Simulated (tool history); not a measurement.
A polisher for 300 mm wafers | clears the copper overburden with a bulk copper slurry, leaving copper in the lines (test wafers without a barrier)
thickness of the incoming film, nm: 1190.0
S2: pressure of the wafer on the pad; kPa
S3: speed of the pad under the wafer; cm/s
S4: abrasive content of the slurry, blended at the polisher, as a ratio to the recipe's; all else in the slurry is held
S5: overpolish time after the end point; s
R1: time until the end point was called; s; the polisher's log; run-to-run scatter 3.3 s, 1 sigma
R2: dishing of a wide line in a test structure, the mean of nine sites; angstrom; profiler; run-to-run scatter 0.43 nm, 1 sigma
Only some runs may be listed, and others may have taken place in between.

run 1 hour=0 | flow_of_slurry_(ml/min)=170 S2=11.7 S3=138 S4=1 S5=12 | R1=141.31 R2=600.45
run 2 hour=6.1 | flow_of_slurry_(ml/min)=170 S2=10.3 S3=140 S4=1 S5=10 | R1=155.79 R2=465.81
run 3 hour=8.9 | flow_of_slurry_(ml/min)=165 S2=9.7 S3=144 S4=1 S5=9 | R1=160.08 R2=424.54
run 4 hour=12.9 | flow_of_slurry_(ml/min)=165 S2=9.7 S3=144 S4=1 S5=7 | R1=161.73 R2=340.54
run 5 hour=20.5 | flow_of_slurry_(ml/min)=165 S2=9.7 S3=144 S4=1.15 S5=7 | R1=155.7 R2=351.11
-- hour=26.2 worn pad replaced by a new one
run 6 hour=26.2 | flow_of_slurry_(ml/min)=150 S2=9 S3=146 S4=1.2 S5=6 | R1=154.88 R2=306.37
run 7 hour=27 | flow_of_slurry_(ml/min)=140 S2=8.3 S3=142 S4=1.25 S5=6 | R1=175.8 R2=282.04

Forecast run 8:
run 8 hour=29.5 | flow_of_slurry_(ml/min)=130 S2=7.6 S3=144 S4=1.3 S5=6 | R1=? R2=?

{"run 8": {"R1": 186.59, "R2": 267.35}}
